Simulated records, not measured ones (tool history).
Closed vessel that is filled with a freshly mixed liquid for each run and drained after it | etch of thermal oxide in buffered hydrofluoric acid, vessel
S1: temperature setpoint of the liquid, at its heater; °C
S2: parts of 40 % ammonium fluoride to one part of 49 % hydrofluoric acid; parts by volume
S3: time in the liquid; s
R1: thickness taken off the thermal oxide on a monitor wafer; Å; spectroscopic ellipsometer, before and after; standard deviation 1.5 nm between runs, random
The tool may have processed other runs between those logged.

run,hour,S1,S2,S3,R1
1,0.0,24.0,9.0,85,1085.3
2,4.8,24.0,9.0,85,1088.4
3,7.9,24.0,9.0,85,1097.6
4,15.2,26.0,9.0,85,1223.8
5,20.5,26.0,9.0,90,1290.2
6,28.3,24.5,9.0,90,1188.5
7,37.1,26.0,9.0,90,1286.6

Run 8 has not been measured yet. What should we expect?
8,39.5,27.0,9.0,90,?

R1: 1360.4 Å
